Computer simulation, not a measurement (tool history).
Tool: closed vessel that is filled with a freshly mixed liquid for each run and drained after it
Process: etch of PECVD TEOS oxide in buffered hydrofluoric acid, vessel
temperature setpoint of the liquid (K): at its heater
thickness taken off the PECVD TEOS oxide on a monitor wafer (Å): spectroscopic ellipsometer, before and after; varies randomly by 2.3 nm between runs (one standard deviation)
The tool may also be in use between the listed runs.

run  hour  temperature setpoint of the liquid (K)  parts of 40 % ammonium fluoride to one part of 49 % hydrofluoric acid (parts by volume)  time in the liquid (s)  thickness taken off the PECVD TEOS oxide on a monitor wafer (Å)
  1     0                                  298.15                                                                                        8                     105                                                           2802.5
  2     9                                  298.15                                                                                        7                     105                                                           3226.2
  3  12.6                                  298.15                                                                                        7                     105                                                           3207.6
  4  15.3                                  298.15                                                                                      8.5                     105                                                           2572.1
  5  18.1                                  298.15                                                                                        7                     105                                                             3208
  6  19.8                                  298.15                                                                                        7                     105                                                           3180.8
  7  26.5                                  296.65                                                                                        7                     105                                                           2957.2
  8  30.9                                  295.65                                                                                        7                     105                                                           2815.3

Run 9 comes next. What will it give?
  9  31.8                                  294.65                                                                                        7                     105                                                                ?

{"run 9": {"thickness taken off the PECVD TEOS oxide on a monitor wafer (Å)": 2651.2}}
